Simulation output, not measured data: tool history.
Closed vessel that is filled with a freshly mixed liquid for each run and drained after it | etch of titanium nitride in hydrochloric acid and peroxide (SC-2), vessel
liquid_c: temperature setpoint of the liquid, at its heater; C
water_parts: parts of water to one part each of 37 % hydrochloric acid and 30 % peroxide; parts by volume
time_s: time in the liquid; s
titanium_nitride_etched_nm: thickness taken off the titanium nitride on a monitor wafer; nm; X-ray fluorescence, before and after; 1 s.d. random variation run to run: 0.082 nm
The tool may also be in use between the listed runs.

{"run": 1, "hour": 0.0, "liquid_c": 53, "water_parts": 5.5, "time_s": 350, "titanium_nitride_etched_nm": 24.697}
{"run": 2, "hour": 5.9, "liquid_c": 53, "water_parts": 5.5, "time_s": 350, "titanium_nitride_etched_nm": 24.353}
{"run": 3, "hour": 14.7, "liquid_c": 53, "water_parts": 5.5, "time_s": 350, "titanium_nitride_etched_nm": 24.465}
{"run": 4, "hour": 17.6, "liquid_c": 51.5, "water_parts": 5.5, "time_s": 350, "titanium_nitride_etched_nm": 22.166}
{"run": 5, "hour": 22.4, "liquid_c": 51.5, "water_parts": 7.5, "time_s": 350, "titanium_nitride_etched_nm": 17.532}
{"run": 6, "hour": 23.6, "liquid_c": 51.5, "water_parts": 7.5, "time_s": 350, "titanium_nitride_etched_nm": 17.539}
{"run": 7, "hour": 31.7, "liquid_c": 51, "water_parts": 7.5, "time_s": 350, "titanium_nitride_etched_nm": 16.861}
{"run": 8, "hour": 39.2, "liquid_c": 50.5, "water_parts": 7.5, "time_s": 350, "titanium_nitride_etched_nm": 16.382}

The next listed run, before its measurement:
{"run": 9, "hour": 40.6, "liquid_c": 50, "water_parts": 7.5, "time_s": 350, "titanium_nitride_etched_nm": "?"}

Run 9 yielded titanium_nitride_etched_nm 15.771 nm.
